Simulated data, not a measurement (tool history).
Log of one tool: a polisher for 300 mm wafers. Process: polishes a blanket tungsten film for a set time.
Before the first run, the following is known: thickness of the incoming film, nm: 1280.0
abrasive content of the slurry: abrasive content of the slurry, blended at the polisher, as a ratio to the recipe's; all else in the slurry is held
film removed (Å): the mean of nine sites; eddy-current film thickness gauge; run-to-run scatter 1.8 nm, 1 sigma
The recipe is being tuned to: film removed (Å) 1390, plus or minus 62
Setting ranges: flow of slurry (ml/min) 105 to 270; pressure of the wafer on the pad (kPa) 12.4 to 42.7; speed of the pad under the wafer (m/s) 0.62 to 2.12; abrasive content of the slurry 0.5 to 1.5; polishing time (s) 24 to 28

run  hour  flow of slurry (ml/min)  pressure of the wafer on the pad (kPa)  speed of the pad under the wafer (m/s)  abrasive content of the slurry  polishing time (s)  film removed (Å)
  1     0                      175                                    27.6                                    1.36                               1                  28              2120
  2   1.7                      175                                    24.1                                    1.34                               1                  28            1829.6
  3   9.9                      175                                    22.1                                    1.34                               1                  28            1702.2
  4  12.6                      175                                    22.1                                    1.56                               1                  28            1902.9
  5  17.6                      175                                    19.3                                    1.54                               1                  28            1739.6
  6  20.3                      175                                    19.3                                    1.68                               1                  28            1891.9
  7  27.3                      175                                    17.2                                    1.66                               1                  28            1704.7
  8  30.9                      175                                    15.9                                    1.66                               1                  28            1612.8
  9  35.4                      175                                    15.9                                    1.66                               1                  28            1579.1
 10  41.8                      175                                    15.2                                    1.66                               1                  28            1563.1
 11  43.2                      175                                    14.5                                    1.66                               1                  28            1467.3

5 next moves are on the table. One of them brings every result within its allowed miss. Which?
  A  44.6                      185                                    13.8                                    1.64                             1.1                  24                 ?
  B  44.6                      170                                    12.4                                    1.58                            0.95                  28                 ?
  C  44.6                      165                                    13.1                                    1.66                            1.05                  26                 ?
  D  44.6                      175                                    14.5                                    1.82                             1.1                  27                 ?
  E  44.6                      170                                    17.2                                     1.3                            1.15                  28                 ?

move  film removed (Å)
   A            1222.6
   B            1221.7
   C            1254.6
   D            1567.5
   E            1349.6
A: pushes the last run's worst result past its target
B: pushes the last run's worst result past its target
C: pushes the last run's worst result past its target
D: lands further from the targets than the last run did
E: all results in spec
Go with E: it meets all targets.
